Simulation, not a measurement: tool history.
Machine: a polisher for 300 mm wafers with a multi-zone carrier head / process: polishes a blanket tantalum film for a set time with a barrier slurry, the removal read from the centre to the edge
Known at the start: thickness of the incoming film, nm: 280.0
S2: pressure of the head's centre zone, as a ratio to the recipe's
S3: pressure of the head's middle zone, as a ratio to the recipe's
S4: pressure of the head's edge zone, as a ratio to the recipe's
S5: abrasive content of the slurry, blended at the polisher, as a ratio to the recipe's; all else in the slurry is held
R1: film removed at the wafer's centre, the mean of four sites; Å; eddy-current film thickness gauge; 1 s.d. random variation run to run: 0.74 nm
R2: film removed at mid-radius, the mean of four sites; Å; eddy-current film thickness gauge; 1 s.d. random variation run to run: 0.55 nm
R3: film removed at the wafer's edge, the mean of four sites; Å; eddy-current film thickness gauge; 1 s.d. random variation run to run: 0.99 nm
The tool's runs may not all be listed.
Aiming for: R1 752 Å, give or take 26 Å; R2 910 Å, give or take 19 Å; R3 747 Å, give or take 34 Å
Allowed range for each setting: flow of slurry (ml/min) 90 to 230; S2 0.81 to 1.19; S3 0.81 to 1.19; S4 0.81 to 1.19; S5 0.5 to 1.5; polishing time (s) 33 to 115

Run 1, hour 0: flow of slurry (ml/min) 150, S2 1, S3 1, S4 1, S5 1, polishing time (s) 73. Result: R1 921.02 Å, R2 916.5 Å, R3 949.15 Å.
Run 2, hour 7.4: flow of slurry (ml/min) 145, S2 0.99, S3 1.03, S4 0.96, S5 0.95, polishing time (s) 73. Result: R1 904.81 Å, R2 918.83 Å, R3 908.61 Å.
Run 3, hour 8.8: flow of slurry (ml/min) 145, S2 0.95, S3 1.03, S4 0.96, S5 0.95, polishing time (s) 73. Result: R1 856.86 Å, R2 920.79 Å, R3 886.65 Å.
Run 4, hour 11.7: flow of slurry (ml/min) 145, S2 0.95, S3 1.03, S4 0.96, S5 0.95, polishing time (s) 88. Result: R1 1040.6 Å, R2 1120.6 Å, R3 1091 Å.
Run 5, hour 14.8: flow of slurry (ml/min) 160, S2 0.95, S3 1.03, S4 0.96, S5 0.95, polishing time (s) 88. Result: R1 1056.3 Å, R2 1122 Å, R3 1098.2 Å.
Run 6, hour 18.2: flow of slurry (ml/min) 160, S2 0.95, S3 1.03, S4 0.96, S5 0.95, polishing time (s) 103. Result: R1 1237.6 Å, R2 1313.8 Å, R3 1298.6 Å.
Run 7, hour 19.8: flow of slurry (ml/min) 160, S2 0.93, S3 1.04, S4 0.93, S5 0.85, polishing time (s) 98. Result: R1 1101.6 Å, R2 1203.7 Å, R3 1149 Å.
Run 8, hour 27: flow of slurry (ml/min) 160, S2 0.92, S3 1.05, S4 0.91, S5 0.8, polishing time (s) 95. Result: R1 1025.9 Å, R2 1156.1 Å, R3 1080 Å.
Run 9, hour 33.1: flow of slurry (ml/min) 160, S2 0.92, S3 1.06, S4 0.89, S5 0.75, polishing time (s) 92. Result: R1 973.04 Å, R2 1100.2 Å, R3 992.81 Å.
Run 10, hour 41: flow of slurry (ml/min) 160, S2 0.91, S3 1.06, S4 0.87, S5 0.7, polishing time (s) 90. Result: R1 914 Å, R2 1045.9 Å, R3 950.53 Å.
Run 11, hour 42.7: flow of slurry (ml/min) 160, S2 0.91, S3 1.07, S4 0.86, S5 0.65, polishing time (s) 88. Result: R1 856.93 Å, R2 987.71 Å, R3 870.34 Å.
Run 12, hour 48.1: flow of slurry (ml/min) 155, S2 0.91, S3 1.08, S4 0.85, S5 0.6, polishing time (s) 88. Result: R1 830.42 Å, R2 955.7 Å, R3 850.39 Å.
Run 13, hour 53.4: flow of slurry (ml/min) 150, S2 0.91, S3 1.1, S4 0.84, S5 0.6, polishing time (s) 88. Result: R1 815.23 Å, R2 968.59 Å, R3 833.74 Å.
Run 14, hour 55.8: flow of slurry (ml/min) 145, S2 0.92, S3 1.11, S4 0.83, S5 0.6, polishing time (s) 88. Result: R1 810.87 Å, R2 971.48 Å, R3 845.23 Å.
Run 15, hour 60.3: flow of slurry (ml/min) 155, S2 0.91, S3 1.11, S4 0.83, S5 0.6, polishing time (s) 87. Result: R1 804.84 Å, R2 963.48 Å, R3 826.28 Å.
Run 16, hour 63.4: flow of slurry (ml/min) 155, S2 0.91, S3 1.12, S4 0.83, S5 0.6, polishing time (s) 86. Result: R1 819.98 Å, R2 963.91 Å, R3 820.22 Å.
Run 17, hour 66.6: flow of slurry (ml/min) 155, S2 0.91, S3 1.12, S4 0.83, S5 0.6, polishing time (s) 86. Result: R1 799.85 Å, R2 948.41 Å, R3 826.55 Å.
Run 18, hour 72.4: flow of slurry (ml/min) 150, S2 0.92, S3 1.13, S4 0.83, S5 0.6, polishing time (s) 86. Result: R1 827.32 Å, R2 957.94 Å, R3 801.22 Å.
Run 19, hour 73.8: flow of slurry (ml/min) 145, S2 0.92, S3 1.13, S4 0.83, S5 0.6, polishing time (s) 86. Result: R1 814.43 Å, R2 972.09 Å, R3 800.28 Å.
Run 20, hour 79.5: flow of slurry (ml/min) 140, S2 0.92, S3 1.12, S4 0.83, S5 0.6, polishing time (s) 86. Result: R1 796.13 Å, R2 952.23 Å, R3 805.21 Å.

Exercise: of the 5 proposed moves below, exactly one satisfies all targets within the stated allowed misses. Which move is it?
Run A, hour 85.2: flow of slurry (ml/min) 140, S2 0.85, S3 1.17, S4 0.81, S5 0.7, polishing time (s) 81. Result: R1 ?, R2 ?, R3 ?.
Run B, hour 85.2: flow of slurry (ml/min) 150, S2 0.91, S3 1.15, S4 0.81, S5 0.75, polishing time (s) 72. Result: R1 ?, R2 ?, R3 ?.
Run C, hour 85.2: flow of slurry (ml/min) 95, S2 0.92, S3 1.19, S4 0.85, S5 0.6, polishing time (s) 90. Result: R1 ?, R2 ?, R3 ?.
Run D, hour 85.2: flow of slurry (ml/min) 150, S2 1.01, S3 1.1, S4 0.82, S5 0.6, polishing time (s) 84. Result: R1 ?, R2 ?, R3 ?.
Run E, hour 85.2: flow of slurry (ml/min) 190, S2 0.82, S3 1.11, S4 0.81, S5 0.5, polishing time (s) 96. Result: R1 ?, R2 ?, R3 ?.

move      R1      R2      R3
   A  764.63  996.71  814.23
   B  759.82  910.07  752.18
   C  788.38  971.25   816.2
   D  884.89  919.86   793.6
   E  765.89  986.27   831.4
A: lands further from the targets than the last run did
B: all results land within tolerance of their targets
C: lands further from the targets than the last run did
D: brings the result that was furthest off to its target, and leaves another outside
E: lands further from the targets than the last run did
B meets every target.
